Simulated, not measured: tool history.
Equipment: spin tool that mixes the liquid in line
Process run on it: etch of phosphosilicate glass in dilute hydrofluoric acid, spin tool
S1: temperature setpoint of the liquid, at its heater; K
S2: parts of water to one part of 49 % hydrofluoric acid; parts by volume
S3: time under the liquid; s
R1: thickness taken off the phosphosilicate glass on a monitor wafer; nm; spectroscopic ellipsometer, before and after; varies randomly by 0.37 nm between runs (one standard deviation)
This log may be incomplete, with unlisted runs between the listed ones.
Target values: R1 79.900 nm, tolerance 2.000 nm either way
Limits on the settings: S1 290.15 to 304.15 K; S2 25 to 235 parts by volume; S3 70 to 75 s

{"run": 1, "hour": 0.0, "S1": 296.15, "S2": 130, "S3": 70, "R1": 34.048}
{"run": 2, "hour": 8.5, "S1": 296.15, "S2": 85, "S3": 70, "R1": 55.018}
{"run": 3, "hour": 13.0, "S1": 296.15, "S2": 85, "S3": 70, "R1": 55.08}
{"run": 4, "hour": 18.8, "S1": 296.15, "S2": 105, "S3": 70, "R1": 43.855}
{"run": 5, "hour": 27.5, "S1": 298.15, "S2": 95, "S3": 70, "R1": 52.868}
{"run": 6, "hour": 34.6, "S1": 298.15, "S2": 70, "S3": 70, "R1": 74.044}
{"run": 7, "hour": 36.1, "S1": 298.65, "S2": 70, "S3": 70, "R1": 75.895}
{"run": 8, "hour": 42.0, "S1": 299.15, "S2": 70, "S3": 70, "R1": 76.833}

Which of these 5 next moves meets every target?
{"run": "A", "hour": 47.9, "S1": 297.15, "S2": 70, "S3": 75, "R1": "?"}
{"run": "B", "hour": 47.9, "S1": 303.65, "S2": 85, "S3": 70, "R1": "?"}
{"run": "C", "hour": 47.9, "S1": 296.65, "S2": 65, "S3": 70, "R1": "?"}
{"run": "D", "hour": 47.9, "S1": 298.15, "S2": 70, "S3": 70, "R1": "?"}
{"run": "E", "hour": 47.9, "S1": 302.15, "S2": 75, "S3": 70, "R1": "?"}

move=A R1=75.930
move=B R1=73.747
move=C R1=75.265
move=D R1=73.786
move=E R1=80.075
A: moves away from the targets compared with the last run
B: moves away from the targets compared with the last run
C: moves away from the targets compared with the last run
D: moves away from the targets compared with the last run
E: all results in spec
Go with E: it meets all targets.
